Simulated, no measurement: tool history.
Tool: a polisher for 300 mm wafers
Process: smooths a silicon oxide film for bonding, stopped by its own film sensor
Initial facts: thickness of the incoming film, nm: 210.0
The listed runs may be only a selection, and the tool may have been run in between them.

| run | hour | flow of slurry (ml/min) | pressure of the wafer on the pad (psi) | speed of the pad under the wafer (m/s) | abrasive content of the slurry | target thickness at which the film sensor stops the polish (angstrom) | time until the film sensor stopped the polish (s) |
|---|---|---|---|---|---|---|---|
| 1 | 0.0 | 120 | 1.6 | 0.92 | 1.00 | 1710 | 77.696 |
| 2 | 5.5 | 120 | 1.6 | 0.92 | 0.85 | 1710 | 84.555 |
| 3 | 12.3 | 130 | 1.7 | 0.92 | 0.85 | 1710 | 77.806 |
| 4 | 19.7 | 140 | 1.8 | 0.92 | 0.85 | 1710 | 72.492 |
| 5 | 26.5 | 140 | 1.8 | 0.92 | 0.85 | 1690 | 76.144 |
| 6 | 30.5 | 145 | 1.9 | 0.92 | 0.85 | 1690 | 71.852 |
| 7 | 33.7 | 150 | 2.0 | 0.92 | 0.85 | 1690 | 68.474 |
| 8 | 40.6 | 155 | 2.1 | 0.92 | 0.85 | 1690 | 64.655 |

For run 9, what comes out?
| 9 | 41.4 | 160 | 2.1 | 0.92 | 0.85 | 1690 | ? |

{"run 9": {"time until the film sensor stopped the polish (s)": 64.251}}
